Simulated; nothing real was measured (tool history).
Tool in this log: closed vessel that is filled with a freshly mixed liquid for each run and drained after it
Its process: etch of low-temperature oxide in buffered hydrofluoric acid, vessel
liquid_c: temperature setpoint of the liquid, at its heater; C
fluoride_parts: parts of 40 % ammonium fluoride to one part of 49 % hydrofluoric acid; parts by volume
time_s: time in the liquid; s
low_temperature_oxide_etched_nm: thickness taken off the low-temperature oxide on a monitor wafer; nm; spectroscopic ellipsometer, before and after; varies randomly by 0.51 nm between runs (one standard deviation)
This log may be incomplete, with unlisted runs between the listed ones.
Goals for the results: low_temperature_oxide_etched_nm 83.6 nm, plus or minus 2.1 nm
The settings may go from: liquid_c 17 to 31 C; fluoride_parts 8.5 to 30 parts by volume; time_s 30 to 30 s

run  hour  liquid_c  fluoride_parts  time_s  low_temperature_oxide_etched_nm
  1     0        23            23.5      30                           52.155
  2   4.5      24.5              23      30                            56.83
  3  13.4        26            22.5      30                           62.773
  4  21.1        29            22.5      30                           73.129
  5  24.4        29            16.5      30                            96.07
  6    27      28.5            16.5      30                           93.887
  7  33.1        28            16.5      30                           91.291
  8  34.2      27.5            16.5      30                           88.972
  9  35.3        27            16.5      30                           85.805

5 candidate next runs follow, results not yet known. Just one meets every target within its allowed miss. Identify it.
  A  36.4        27              18      30                                ?
  B  36.4        24            15.5      30                                ?
  C  36.4      22.5              14      30                                ?
  D  36.4        28              18      30                                ?
  E  36.4        25              14      30                                ?

move  low_temperature_oxide_etched_nm
   A                           79.361
   B                           78.154
   C                           79.547
   D                           83.723
   E                           91.202
A: moves the result that the last run missed by most past its target, out the other side
B: moves the result that the last run missed by most past its target, out the other side
C: moves the result that the last run missed by most past its target, out the other side
D: in spec on every target
E: misses by more than the last run did
D meets every target.
